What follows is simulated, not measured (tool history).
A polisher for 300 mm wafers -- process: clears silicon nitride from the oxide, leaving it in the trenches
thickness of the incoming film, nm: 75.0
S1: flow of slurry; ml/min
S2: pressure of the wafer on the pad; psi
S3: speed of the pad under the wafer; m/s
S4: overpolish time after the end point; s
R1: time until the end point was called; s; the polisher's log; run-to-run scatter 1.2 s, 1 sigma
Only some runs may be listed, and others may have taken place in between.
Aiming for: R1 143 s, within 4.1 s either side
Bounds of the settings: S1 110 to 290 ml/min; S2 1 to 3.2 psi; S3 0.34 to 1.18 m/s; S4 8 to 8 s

Run 1, hour 0: S1 185 ml/min, S2 2.1 psi, S3 0.76 m/s, S4 8 s. Result: R1 173.47 s.
Run 2, hour 4: S1 185 ml/min, S2 2.1 psi, S3 0.76 m/s, S4 8 s. Result: R1 174.14 s.
Run 3, hour 10.8: S1 210 ml/min, S2 2.1 psi, S3 0.76 m/s, S4 8 s. Result: R1 172.52 s.
Run 4, hour 14.1: S1 210 ml/min, S2 1.7 psi, S3 0.76 m/s, S4 8 s. Result: R1 212.55 s.
Run 5, hour 18.8: S1 210 ml/min, S2 1.9 psi, S3 0.76 m/s, S4 8 s. Result: R1 189.76 s.
Run 6, hour 19.6: S1 210 ml/min, S2 1.9 psi, S3 0.76 m/s, S4 8 s. Result: R1 189.9 s.
Run 7, hour 21.3: S1 210 ml/min, S2 2 psi, S3 0.76 m/s, S4 8 s. Result: R1 181.54 s.
Run 8, hour 29.9: S1 210 ml/min, S2 2 psi, S3 0.76 m/s, S4 8 s. Result: R1 181.28 s.
Run 9, hour 32: S1 210 ml/min, S2 2.1 psi, S3 0.76 m/s, S4 8 s. Result: R1 175.67 s.

Which one of the following 5 next-run settings gets every result inside its allowed miss? There is exactly one.
Run A, hour 34.1: S1 195 ml/min, S2 2.4 psi, S3 0.88 m/s, S4 8 s. Result: R1 ?.
Run B, hour 34.1: S1 205 ml/min, S2 2.2 psi, S3 0.88 m/s, S4 8 s. Result: R1 ?.
Run C, hour 34.1: S1 195 ml/min, S2 2.4 psi, S3 0.86 m/s, S4 8 s. Result: R1 ?.
Run D, hour 34.1: S1 230 ml/min, S2 2.9 psi, S3 0.7 m/s, S4 8 s. Result: R1 ?.
Run E, hour 34.1: S1 195 ml/min, S2 2.5 psi, S3 0.84 m/s, S4 8 s. Result: R1 ?.

move      R1
   A  133.67
   B  144.83
   C  136.67
   D  136.45
   E  134.35
A: takes the result that was furthest off past its target
B: in spec on every target
C: takes the result that was furthest off past its target
D: takes the result that was furthest off past its target
E: takes the result that was furthest off past its target
Answer: B

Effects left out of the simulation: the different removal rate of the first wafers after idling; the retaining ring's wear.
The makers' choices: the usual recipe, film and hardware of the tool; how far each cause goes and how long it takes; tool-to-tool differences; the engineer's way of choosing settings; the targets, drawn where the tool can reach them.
